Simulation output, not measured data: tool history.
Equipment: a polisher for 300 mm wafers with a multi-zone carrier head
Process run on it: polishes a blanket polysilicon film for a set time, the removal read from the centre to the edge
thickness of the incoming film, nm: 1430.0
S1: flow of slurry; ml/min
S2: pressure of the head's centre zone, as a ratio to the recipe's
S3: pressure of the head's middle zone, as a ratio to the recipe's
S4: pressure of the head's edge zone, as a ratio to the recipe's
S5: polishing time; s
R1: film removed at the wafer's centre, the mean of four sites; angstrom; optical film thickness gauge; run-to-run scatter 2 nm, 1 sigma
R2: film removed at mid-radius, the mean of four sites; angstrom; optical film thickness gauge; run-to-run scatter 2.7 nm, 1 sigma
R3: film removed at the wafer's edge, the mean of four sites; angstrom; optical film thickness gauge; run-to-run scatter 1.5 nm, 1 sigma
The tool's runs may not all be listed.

run	hour	S1	S2	S3	S4	S5	R1	R2	R3
1	0	185	1	1	1	56	3702.7	3771.1	3744.2
2	0.9	185	1.01	1	0.95	50	3332.2	3291.9	3256.7
3	8.3	185	1.01	1	0.89	50	3331.3	3435	3150.1
4	11.3	185	1.07	1	0.89	50	3531.2	3343.9	3153.3
5	19.2	180	1.06	1	0.87	46	3227.9	3066.1	2906.9
6	21.5	180	1.11	1	0.87	46	3397.9	3086.1	2889.5
7	25.2	170	1.09	1	0.85	43	3051.9	2860.8	2635.5
8	34	155	1.08	0.99	0.84	43	2975.3	2804.6	2598
9	41	145	1.07	0.99	0.83	43	2904	2727.6	2568.2
10	48.9	140	1.07	1	0.82	42	2795.1	2647.6	2486.4

What will run 11 give?
11	55.6	135	1.07	1.02	0.82	42	?	?	?

{"run 11": {"R1": 2845.9, "R2": 2719.5, "R3": 2468.2}}
